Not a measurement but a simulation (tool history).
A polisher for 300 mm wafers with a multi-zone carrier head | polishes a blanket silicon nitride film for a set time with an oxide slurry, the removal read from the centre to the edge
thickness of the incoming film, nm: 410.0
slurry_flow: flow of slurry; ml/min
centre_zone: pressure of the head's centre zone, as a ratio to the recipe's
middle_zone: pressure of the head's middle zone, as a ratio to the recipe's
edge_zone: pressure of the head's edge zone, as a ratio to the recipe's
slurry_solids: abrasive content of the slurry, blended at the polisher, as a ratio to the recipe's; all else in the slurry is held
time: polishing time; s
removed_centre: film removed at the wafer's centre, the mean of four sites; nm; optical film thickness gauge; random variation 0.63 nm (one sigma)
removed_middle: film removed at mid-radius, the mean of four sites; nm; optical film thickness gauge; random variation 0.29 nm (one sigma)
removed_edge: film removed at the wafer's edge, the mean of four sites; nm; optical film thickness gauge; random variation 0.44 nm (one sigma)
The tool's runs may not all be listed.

{"run": 1, "hour": 0.0, "slurry_flow": 305, "centre_zone": 1, "middle_zone": 1, "edge_zone": 1, "slurry_solids": 1, "time": 53, "removed_centre": 30.042, "removed_middle": 29.113, "removed_edge": 28.645}
{"run": 2, "hour": 2.0, "slurry_flow": 305, "centre_zone": 1.01, "middle_zone": 1, "edge_zone": 1.03, "slurry_solids": 1.1, "time": 54, "removed_centre": 31.885, "removed_middle": 30.887, "removed_edge": 30.67}
{"run": 3, "hour": 8.0, "slurry_flow": 305, "centre_zone": 1.02, "middle_zone": 1, "edge_zone": 1.05, "slurry_solids": 1.2, "time": 56, "removed_centre": 35.802, "removed_middle": 33.442, "removed_edge": 33.965}
{"run": 4, "hour": 16.2, "slurry_flow": 305, "centre_zone": 1.02, "middle_zone": 1, "edge_zone": 0.98, "slurry_solids": 1.2, "time": 56, "removed_centre": 34.151, "removed_middle": 33.255, "removed_edge": 32.715}
{"run": 5, "hour": 22.6, "slurry_flow": 305, "centre_zone": 1.02, "middle_zone": 1, "edge_zone": 1.01, "slurry_solids": 1.25, "time": 57, "removed_centre": 36.152, "removed_middle": 34.283, "removed_edge": 34.468}
{"run": 6, "hour": 27.0, "slurry_flow": 305, "centre_zone": 1.02, "middle_zone": 0.94, "edge_zone": 1.01, "slurry_solids": 1.25, "time": 57, "removed_centre": 35.799, "removed_middle": 32.714, "removed_edge": 34.738}
{"run": 7, "hour": 33.8, "slurry_flow": 305, "centre_zone": 1.02, "middle_zone": 0.96, "edge_zone": 1.04, "slurry_solids": 1.3, "time": 58, "removed_centre": 37.973, "removed_middle": 34.523, "removed_edge": 36.697}
{"run": 8, "hour": 36.2, "slurry_flow": 310, "centre_zone": 1.01, "middle_zone": 0.98, "edge_zone": 1.06, "slurry_solids": 1.35, "time": 59, "removed_centre": 38.611, "removed_middle": 36.498, "removed_edge": 38.346}

Run 9 comes next. What will it give?
{"run": 9, "hour": 37.3, "slurry_flow": 310, "centre_zone": 1.01, "middle_zone": 0.99, "edge_zone": 1.08, "slurry_solids": 1.4, "time": 59, "removed_centre": "?", "removed_middle": "?", "removed_edge": "?"}

Run 9 gave removed_centre 38.713 nm, removed_middle 37.227 nm, removed_edge 38.808 nm.

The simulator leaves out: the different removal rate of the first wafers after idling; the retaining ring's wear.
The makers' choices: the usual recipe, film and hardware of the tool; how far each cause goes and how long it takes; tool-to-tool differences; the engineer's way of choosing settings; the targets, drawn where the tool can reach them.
